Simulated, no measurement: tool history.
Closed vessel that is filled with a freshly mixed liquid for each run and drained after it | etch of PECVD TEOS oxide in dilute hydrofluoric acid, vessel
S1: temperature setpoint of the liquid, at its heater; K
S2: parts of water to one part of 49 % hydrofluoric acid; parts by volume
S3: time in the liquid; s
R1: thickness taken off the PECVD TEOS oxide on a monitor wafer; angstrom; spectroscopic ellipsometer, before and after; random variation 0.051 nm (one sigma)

run,hour,S1,S2,S3,R1
1,0.0,295.15,265,485,153.13
2,1.9,294.65,270,485,145.40
3,9.3,294.15,275,485,139.66
4,11.0,293.65,280,485,135.47
5,17.0,293.15,285,485,129.86
6,23.0,292.65,290,485,124.23
7,24.7,292.15,295,485,119.11
# hour 26.3: hydrofluoric acid flow meter replaced
8,26.3,292.15,295,485,132.91
9,29.9,292.15,300,485,130.45

Run 10 comes next. What will it give?
10,34.4,292.15,310,485,?

{"run 10": {"R1": 124.46}}

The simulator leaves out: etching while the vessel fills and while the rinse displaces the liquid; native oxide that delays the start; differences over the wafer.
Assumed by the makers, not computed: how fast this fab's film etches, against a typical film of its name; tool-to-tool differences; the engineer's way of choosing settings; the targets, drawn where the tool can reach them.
